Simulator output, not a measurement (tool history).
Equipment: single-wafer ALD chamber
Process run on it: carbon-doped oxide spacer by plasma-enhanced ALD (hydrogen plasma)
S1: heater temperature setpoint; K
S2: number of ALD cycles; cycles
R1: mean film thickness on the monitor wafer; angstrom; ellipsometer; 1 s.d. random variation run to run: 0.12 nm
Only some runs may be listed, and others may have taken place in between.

run  hour      S1   S2      R1
  1   0.0  653.15  531  261.58
  2   8.0  646.15  531  264.84
  3  10.6  646.15  524  260.09
  4  12.1  646.15  550  270.36
  5  18.6  652.15  550  272.19
  6  28.4  652.15  601  296.65
  7  34.3  652.15  586  287.94

Run 8, settings as shown, results not yet in. Your forecast:
  8  42.3  652.15  573   ?

{"run 8": {"R1": 284.2}}
